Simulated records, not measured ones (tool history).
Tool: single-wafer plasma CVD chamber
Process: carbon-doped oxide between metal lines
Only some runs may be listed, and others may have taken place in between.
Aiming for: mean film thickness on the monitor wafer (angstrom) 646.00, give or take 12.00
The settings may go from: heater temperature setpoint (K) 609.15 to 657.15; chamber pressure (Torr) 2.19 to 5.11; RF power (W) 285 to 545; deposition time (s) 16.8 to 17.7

| run | hour | heater temperature setpoint (K) | chamber pressure (Torr) | RF power (W) | deposition time (s) | mean film thickness on the monitor wafer (angstrom) |
|---|---|---|---|---|---|---|
| 1 | 0.0 | 633.15 | 3.65 | 415 | 17.7 | 748.17 |
| 2 | 6.4 | 633.15 | 3.65 | 365 | 17.7 | 674.10 |
| 3 | 9.4 | 634.15 | 3.61 | 365 | 17.7 | 662.14 |
| 4 | 14.9 | 635.15 | 3.59 | 365 | 17.7 | 663.72 |
|  | 18.8 | thermocouple changed; heater temperature recalibrated |
| 5 | 18.8 | 635.15 | 3.59 | 320 | 17.7 | 585.27 |
| 6 | 21.0 | 635.15 | 3.59 | 345 | 17.7 | 620.31 |
| 7 | 25.1 | 634.15 | 3.61 | 345 | 17.7 | 630.95 |
| 8 | 26.9 | 634.15 | 3.62 | 345 | 17.7 | 625.44 |

Which of these 4 next moves meets every target?
| A | 28.7 | 630.15 | 3.51 | 390 | 16.8 | ? |
| B | 28.7 | 627.15 | 3.30 | 365 | 17.7 | ? |
| C | 28.7 | 640.15 | 4.08 | 355 | 17.7 | ? |
| D | 28.7 | 630.15 | 3.60 | 375 | 17.7 | ? |

| move | mean film thickness on the monitor wafer (angstrom) |
|---|---|
| A | 671.20 |
| B | 668.05 |
| C | 643.82 |
| D | 683.98 |
A: pushes the last run's worst result past its target
B: pushes the last run's worst result past its target
C: every result lands within tolerance
D: pushes the last run's worst result past its target
Go with C: it meets all targets.
